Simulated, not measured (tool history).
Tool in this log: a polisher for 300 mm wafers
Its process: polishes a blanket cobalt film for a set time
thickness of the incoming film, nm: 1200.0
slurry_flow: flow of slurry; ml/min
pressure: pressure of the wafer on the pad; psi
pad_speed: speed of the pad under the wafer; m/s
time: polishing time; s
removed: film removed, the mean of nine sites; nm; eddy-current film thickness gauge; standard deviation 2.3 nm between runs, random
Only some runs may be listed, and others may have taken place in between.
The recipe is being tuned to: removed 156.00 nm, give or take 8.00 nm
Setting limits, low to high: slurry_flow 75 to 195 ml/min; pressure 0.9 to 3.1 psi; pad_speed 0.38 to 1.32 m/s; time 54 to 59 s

run,day,slurry_flow,pressure,pad_speed,time,removed
1,0.000,125,2.0,0.84,59,272.19
2,0.254,125,2.0,1.02,59,329.20
3,0.517,125,2.0,1.02,59,336.64
4,0.838,125,1.7,0.98,59,273.67
5,0.975,155,1.7,0.98,59,283.53
6,1.317,155,1.7,0.98,59,273.18
7,1.554,155,1.5,0.94,59,242.79
8,1.658,140,0.9,0.76,58,118.68
9,1.842,145,1.0,0.76,58,130.29

Consider the 4 candidate settings below. Which is the only one whose results all fall within their allowed miss of target?
A,2.025,120,1.6,0.64,59,?
B,2.025,135,1.3,0.76,54,?
C,2.025,130,1.0,0.74,57,?
D,2.025,135,1.1,0.78,58,?

move,removed
A,167.08
B,150.92
C,120.25
D,141.77
A: carries the result that was furthest off beyond its target, to the other side
B: each result inside its tolerance
C: its largest miss is bigger than the last run's
D: an improvement on the last run, though not all results are within tolerance
Correct choice: B, which meets every target

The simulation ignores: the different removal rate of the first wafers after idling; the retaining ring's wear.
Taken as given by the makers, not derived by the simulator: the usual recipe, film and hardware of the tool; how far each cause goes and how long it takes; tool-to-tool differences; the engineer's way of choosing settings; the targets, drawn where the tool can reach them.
